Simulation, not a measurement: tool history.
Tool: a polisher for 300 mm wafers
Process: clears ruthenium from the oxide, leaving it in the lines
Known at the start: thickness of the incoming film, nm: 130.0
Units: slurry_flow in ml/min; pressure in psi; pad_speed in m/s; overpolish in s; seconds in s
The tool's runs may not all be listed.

Run 1, hour 0: slurry_flow 150 ml/min, pressure 2 psi, pad_speed 0.84 m/s, overpolish 9 s. Result: seconds 149.11 s.
Run 2, hour 8: slurry_flow 180 ml/min, pressure 2 psi, pad_speed 0.84 m/s, overpolish 9 s. Result: seconds 143.77 s.
Run 3, hour 10.9: slurry_flow 180 ml/min, pressure 2.5 psi, pad_speed 0.84 m/s, overpolish 9 s. Result: seconds 118.66 s.
Run 4, hour 12.1: slurry_flow 180 ml/min, pressure 2.5 psi, pad_speed 0.84 m/s, overpolish 9 s. Result: seconds 117.39 s.
Run 5, hour 12.7: slurry_flow 180 ml/min, pressure 2.5 psi, pad_speed 0.92 m/s, overpolish 9 s. Result: seconds 108.58 s.
Run 6, hour 20.1: slurry_flow 180 ml/min, pressure 2.3 psi, pad_speed 0.9 m/s, overpolish 9 s. Result: seconds 124.15 s.
Run 7, hour 22: slurry_flow 175 ml/min, pressure 1.7 psi, pad_speed 0.86 m/s, overpolish 9 s. Result: seconds 167.53 s.

The next listed run, before its measurement:
Run 8, hour 28.3: slurry_flow 175 ml/min, pressure 1.6 psi, pad_speed 0.86 m/s, overpolish 9 s. Result: seconds ?.

seconds: 184.93 s

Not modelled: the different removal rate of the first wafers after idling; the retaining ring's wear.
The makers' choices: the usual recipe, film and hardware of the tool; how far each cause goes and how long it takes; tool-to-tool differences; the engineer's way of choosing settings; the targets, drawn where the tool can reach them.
